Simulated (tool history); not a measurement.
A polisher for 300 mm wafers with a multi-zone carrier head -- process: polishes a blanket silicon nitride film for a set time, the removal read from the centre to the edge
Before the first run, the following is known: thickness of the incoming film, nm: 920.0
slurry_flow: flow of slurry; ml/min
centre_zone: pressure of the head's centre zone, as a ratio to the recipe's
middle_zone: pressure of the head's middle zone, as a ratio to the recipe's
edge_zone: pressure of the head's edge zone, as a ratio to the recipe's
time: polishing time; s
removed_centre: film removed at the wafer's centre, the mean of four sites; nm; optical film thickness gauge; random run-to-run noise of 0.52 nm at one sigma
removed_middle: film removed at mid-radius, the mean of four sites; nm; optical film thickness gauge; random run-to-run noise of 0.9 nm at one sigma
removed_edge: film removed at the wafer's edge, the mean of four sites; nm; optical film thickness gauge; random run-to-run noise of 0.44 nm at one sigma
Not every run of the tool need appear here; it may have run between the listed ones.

run	hour	slurry_flow	centre_zone	middle_zone	edge_zone	time	removed_centre	removed_middle	removed_edge
1	0	240	1	1	1	55	66.515	66.998	68.647
2	2.7	285	1	1	1	55	68.434	68.015	69.549
3	5.4	285	1	1	1.06	55	68.796	70.879	70.629
4	12.8	260	0.96	0.99	1.07	56	65.669	69.869	71.413
5	16.3	240	0.93	0.99	1.08	57	64.399	70.743	73.262
6	22.9	180	0.93	0.99	1.08	57	59.903	64.492	69.564

Estimate the outcome of run 7 from the log above:
7	28.8	185	0.91	1	1.09	57	?	?	?

{"run 7": {"removed_centre": 58.335, "removed_middle": 68.029, "removed_edge": 69.541}}

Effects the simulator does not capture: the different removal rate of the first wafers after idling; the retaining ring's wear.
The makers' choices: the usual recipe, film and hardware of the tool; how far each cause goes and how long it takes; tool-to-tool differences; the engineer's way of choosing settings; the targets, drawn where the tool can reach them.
